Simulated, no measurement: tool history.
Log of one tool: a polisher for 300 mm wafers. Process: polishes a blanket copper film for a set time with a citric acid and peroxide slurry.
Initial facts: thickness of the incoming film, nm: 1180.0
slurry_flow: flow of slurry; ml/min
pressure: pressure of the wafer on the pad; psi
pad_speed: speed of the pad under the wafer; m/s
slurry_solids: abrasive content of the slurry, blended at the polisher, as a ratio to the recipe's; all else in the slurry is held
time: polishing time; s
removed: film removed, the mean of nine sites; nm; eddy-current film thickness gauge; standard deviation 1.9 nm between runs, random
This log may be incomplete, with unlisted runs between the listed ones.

run  hour  slurry_flow  pressure  pad_speed  slurry_solids  time  removed
  1     0          190       2.5       0.88              1    71   112.69
  2   6.7          190       2.8       0.88              1    71    127.5
  3    13          215       2.8       0.88              1    71      129
  4  16.5          215       2.8       0.88              1    71   130.96
  5  21.2          215       2.3       0.88              1    71   107.36
  6  26.3          215       2.3       0.78              1    71   97.944
  7    28          220       2.7       0.78              1    71    114.4

What will run 8 give?
  8  34.1          225         3       0.78              1    71        ?

Logged for run 8: removed 129.39 nm.
